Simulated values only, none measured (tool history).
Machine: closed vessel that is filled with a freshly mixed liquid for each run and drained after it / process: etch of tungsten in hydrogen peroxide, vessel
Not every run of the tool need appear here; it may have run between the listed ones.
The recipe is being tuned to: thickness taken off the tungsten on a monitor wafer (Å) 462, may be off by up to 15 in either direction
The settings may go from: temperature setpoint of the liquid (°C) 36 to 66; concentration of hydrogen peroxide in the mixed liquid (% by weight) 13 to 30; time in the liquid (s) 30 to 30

run,day,temperature setpoint of the liquid (°C),concentration of hydrogen peroxide in the mixed liquid (% by weight),time in the liquid (s),thickness taken off the tungsten on a monitor wafer (Å)
1,0,52,24,30,855.05
2,0.042,49,24,30,713.41
3,0.212,49,24,30,718.09
4,0.579,47,24,30,634.29
5,0.692,47,24,30,629.94
6,0.75,45.5,24,30,577.05
7,0.862,44.5,24,30,538.55
8,1.238,44,24,30,518.89
9,1.575,43.5,24,30,504.61
10,1.621,43,24,30,485.33

Which one of the following 5 next-run settings gets every result inside its allowed miss? There is exactly one.
A,1.667,43,29,30,?
B,1.667,40.5,25.5,30,?
C,1.667,40.5,26,30,?
D,1.667,41,27.5,30,?
E,1.667,45,23.5,30,?

move,thickness taken off the tungsten on a monitor wafer (Å)
A,537.16
B,428.83
C,433.02
D,460
E,548.98
A: further off than the last run
B: takes the biggest miss from the last run beyond its target
C: takes the biggest miss from the last run beyond its target
D: each result inside its tolerance
E: further off than the last run
So the answer is move D, the one that meets all the targets.
